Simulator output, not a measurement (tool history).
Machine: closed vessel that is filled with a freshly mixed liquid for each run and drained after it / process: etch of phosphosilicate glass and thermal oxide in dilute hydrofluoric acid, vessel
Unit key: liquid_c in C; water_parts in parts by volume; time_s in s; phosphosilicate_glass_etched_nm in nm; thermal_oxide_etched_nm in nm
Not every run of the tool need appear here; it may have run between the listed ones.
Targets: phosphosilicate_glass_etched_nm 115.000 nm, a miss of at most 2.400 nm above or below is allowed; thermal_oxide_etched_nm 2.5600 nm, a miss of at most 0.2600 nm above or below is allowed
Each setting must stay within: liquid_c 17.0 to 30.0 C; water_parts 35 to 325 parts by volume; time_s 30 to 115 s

run,day,liquid_c,water_parts,time_s,phosphosilicate_glass_etched_nm,thermal_oxide_etched_nm
1,0.000,22.0,180,60,60.010,1.3728
2,0.350,22.0,180,70,70.076,1.5572
3,0.396,22.0,225,70,53.413,1.1601
4,0.758,20.0,225,70,50.055,1.0522
5,0.962,20.0,185,70,63.496,1.3886
6,1.275,17.5,185,70,56.649,1.1987
7,1.421,20.5,175,70,68.514,1.5307
8,1.558,22.5,170,70,77.125,1.7381
9,1.717,24.0,165,70,84.594,1.8153
10,1.875,25.5,160,70,93.034,2.0027
11,2.158,29.5,155,70,111.280,2.5214

Next run, 5 choices. One meets every target within its allowed miss, the rest don't. Which?
A,2.442,30.0,195,90,?,?
B,2.442,30.0,155,65,?,?
C,2.442,17.0,140,100,?,?
D,2.442,27.5,140,70,?,?
E,2.442,29.5,165,75,?,?

move,phosphosilicate_glass_etched_nm,thermal_oxide_etched_nm
A,109.310,2.5229
B,104.490,2.4115
C,109.750,2.5330
D,115.920,2.6754
E,109.830,2.5347
A: further off than the last run
B: further off than the last run
C: further off than the last run
D: every result lands within tolerance
E: further off than the last run
Correct choice: D, which meets every target
